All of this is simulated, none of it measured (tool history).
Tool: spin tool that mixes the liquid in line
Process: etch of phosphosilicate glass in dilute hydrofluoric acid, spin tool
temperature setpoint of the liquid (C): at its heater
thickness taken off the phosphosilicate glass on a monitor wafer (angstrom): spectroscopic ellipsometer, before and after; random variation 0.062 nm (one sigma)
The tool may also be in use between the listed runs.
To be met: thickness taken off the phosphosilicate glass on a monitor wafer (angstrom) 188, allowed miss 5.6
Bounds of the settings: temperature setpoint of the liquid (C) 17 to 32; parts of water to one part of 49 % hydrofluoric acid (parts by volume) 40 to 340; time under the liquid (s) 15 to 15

run  hour  temperature setpoint of the liquid (C)  parts of water to one part of 49 % hydrofluoric acid (parts by volume)  time under the liquid (s)  thickness taken off the phosphosilicate glass on a monitor wafer (angstrom)
  1     0                                      24                                                                     190                         15                                                                       124.38
  2   8.3                                    25.5                                                                     185                         15                                                                       136.27
  3  10.3                                    22.5                                                                     185                         15                                                                       121.93
  4  18.2                                    22.5                                                                     185                         15                                                                       120.89
  5  19.9                                    22.5                                                                     230                         15                                                                       93.694
  6  22.6                                    22.5                                                                     175                         15                                                                       129.67
  7  25.7                                      24                                                                     175                         15                                                                       137.62
  8  28.8                                    25.5                                                                     175                         15                                                                        145.3
  9  31.1                                    26.5                                                                     175                         15                                                                       150.44

Which of these 4 next moves meets every target?
  A  33.4                                      24                                                                     125                         15                                                                            ?
  B  33.4                                    28.5                                                                     175                         15                                                                            ?
  C  33.4                                      21                                                                     135                         15                                                                            ?
  D  33.4                                    27.5                                                                     150                         15                                                                            ?

move  thickness taken off the phosphosilicate glass on a monitor wafer (angstrom)
   A                                                                        202.8
   B                                                                       161.36
   C                                                                       164.99
   D                                                                       187.21
A: takes the result that was furthest off past its target
B: nearer than the last run, and not there yet
C: nearer than the last run, and not there yet
D: meets every target
Answer: D

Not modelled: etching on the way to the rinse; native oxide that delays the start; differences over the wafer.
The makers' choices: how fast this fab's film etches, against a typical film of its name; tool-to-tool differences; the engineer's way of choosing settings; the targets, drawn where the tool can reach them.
